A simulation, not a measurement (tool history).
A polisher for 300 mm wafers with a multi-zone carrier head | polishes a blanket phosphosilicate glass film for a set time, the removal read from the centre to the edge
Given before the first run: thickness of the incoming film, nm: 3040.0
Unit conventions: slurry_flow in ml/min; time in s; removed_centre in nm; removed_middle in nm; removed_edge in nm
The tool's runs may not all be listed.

run  hour  slurry_flow  centre_zone  middle_zone  edge_zone  slurry_solids  time  removed_centre  removed_middle  removed_edge
  1     0          220            1            1          1              1    63          467.69          477.97        485.93
  2   8.5          220            1            1          1            0.9    63          435.93          435.44        448.87
  3   9.7          220         1.06            1          1            0.9    63          457.04          439.45        437.13
  4  15.9          220         0.99            1          1            0.9    63          427.04          443.68        436.31
  5  20.4          220         0.99            1          1            0.9    74          506.24          517.62        523.21
  6  23.8          215         0.98         0.99       0.96            0.8    71             430           436.1        433.34
  7    31          210         0.97         0.98       0.92           0.75    71          400.72          418.19        405.06
  8  32.7          205         0.97         0.96       0.89            0.7    71          374.16          383.05        377.79
  9  37.9          200         0.98         0.96       0.87           0.65    71          342.06          344.77        331.13

The next listed run, before its measurement:
 10  45.1          190         0.98         0.96       0.87           0.65    71               ?               ?             ?

{"run 10": {"removed_centre": 338.6, "removed_middle": 345.16, "removed_edge": 335.31}}

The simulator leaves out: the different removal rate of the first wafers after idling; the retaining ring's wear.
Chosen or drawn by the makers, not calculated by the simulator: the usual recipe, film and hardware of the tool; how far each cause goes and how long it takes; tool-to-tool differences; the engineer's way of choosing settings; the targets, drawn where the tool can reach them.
